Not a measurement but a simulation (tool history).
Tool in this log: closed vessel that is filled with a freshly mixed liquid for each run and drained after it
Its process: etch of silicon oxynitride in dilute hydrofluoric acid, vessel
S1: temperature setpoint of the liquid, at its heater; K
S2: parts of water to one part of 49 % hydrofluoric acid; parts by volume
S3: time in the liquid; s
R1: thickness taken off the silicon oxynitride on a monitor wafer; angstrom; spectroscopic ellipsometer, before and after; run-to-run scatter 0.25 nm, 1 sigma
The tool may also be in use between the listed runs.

{"run": 1, "hour": 0.0, "S1": 297.15, "S2": 170, "S3": 705, "R1": 187.93}
{"run": 2, "hour": 5.8, "S1": 299.15, "S2": 170, "S3": 705, "R1": 206.01}
{"run": 3, "hour": 7.3, "S1": 296.65, "S2": 170, "S3": 705, "R1": 183.29}
{"run": 4, "hour": 11.5, "S1": 294.15, "S2": 170, "S3": 705, "R1": 160.95}
{"run": 5, "hour": 18.7, "S1": 297.65, "S2": 170, "S3": 705, "R1": 190.76}
{"run": 6, "hour": 19.8, "S1": 300.15, "S2": 170, "S3": 705, "R1": 215.5}

Run 7 is up next; what results do you expect?
{"run": 7, "hour": 23.7, "S1": 301.15, "S2": 160, "S3": 705, "R1": "?"}

Logged for run 7: R1 242.49 angstrom.
